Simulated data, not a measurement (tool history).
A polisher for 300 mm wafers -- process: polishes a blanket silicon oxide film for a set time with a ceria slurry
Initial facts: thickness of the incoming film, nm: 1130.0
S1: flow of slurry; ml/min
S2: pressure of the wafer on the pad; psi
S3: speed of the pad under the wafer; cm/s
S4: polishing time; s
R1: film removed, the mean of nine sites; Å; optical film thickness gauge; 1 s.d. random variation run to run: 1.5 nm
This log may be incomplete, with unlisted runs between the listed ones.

run,hour,S1,S2,S3,S4,R1
1,0,275,2.1,118,31,1344
2,8.2,275,2.2,118,31,1388.7
3,11.3,275,2.3,118,31,1444.5
4,17.1,275,2.4,118,31,1501.8
5,21.9,275,2,118,31,1275.9
6,30.2,275,2.2,118,31,1396.7
7,35.4,275,2.3,118,31,1470.1

What will run 8 give?
8,36.7,280,2.5,118,31,?

{"run 8": {"R1": 1573.7}}

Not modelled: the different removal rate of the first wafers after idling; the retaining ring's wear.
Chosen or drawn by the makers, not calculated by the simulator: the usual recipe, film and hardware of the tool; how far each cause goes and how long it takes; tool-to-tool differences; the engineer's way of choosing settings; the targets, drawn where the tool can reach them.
